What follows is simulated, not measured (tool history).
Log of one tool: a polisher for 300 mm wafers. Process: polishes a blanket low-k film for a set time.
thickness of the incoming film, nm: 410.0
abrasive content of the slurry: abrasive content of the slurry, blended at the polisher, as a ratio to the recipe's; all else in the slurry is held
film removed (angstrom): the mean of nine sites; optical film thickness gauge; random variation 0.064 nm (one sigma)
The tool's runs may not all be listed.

run  hour  flow of slurry (ml/min)  pressure of the wafer on the pad (psi)  speed of the pad under the wafer (m/s)  abrasive content of the slurry  polishing time (s)  film removed (angstrom)
  1     0                      175                                     2.4                                     1.3                               1                  25                   112.46
  2   6.3                      160                                     2.4                                     1.3                               1                  25                      108
  3  13.7                      160                                     2.4                                     1.3                               1                  22                   94.646
  4  17.3                      160                                     2.4                                     1.3                             1.1                  22                   99.973
  5  19.9                      160                                     2.4                                    1.58                             1.1                  22                   113.41
  6  27.9                      160                                     2.4                                    1.58                             0.9                  22                   104.63
  7  34.8                      145                                     1.8                                    1.56                             0.9                  22                   81.283
  8  36.9                      140                                     1.8                                    1.56                             0.9                  22                   80.647
  9  44.5                      135                                     1.8                                    1.56                             0.9                  22                   80.502
 10  51.6                      130                                     1.8                                    1.56                             0.9                  22                   78.799

The next listed run, before its measurement:
 11  57.2                      115                                     1.7                                    1.56                             0.9                  22                        ?

{"run 11": {"film removed (angstrom)": 74.028}}
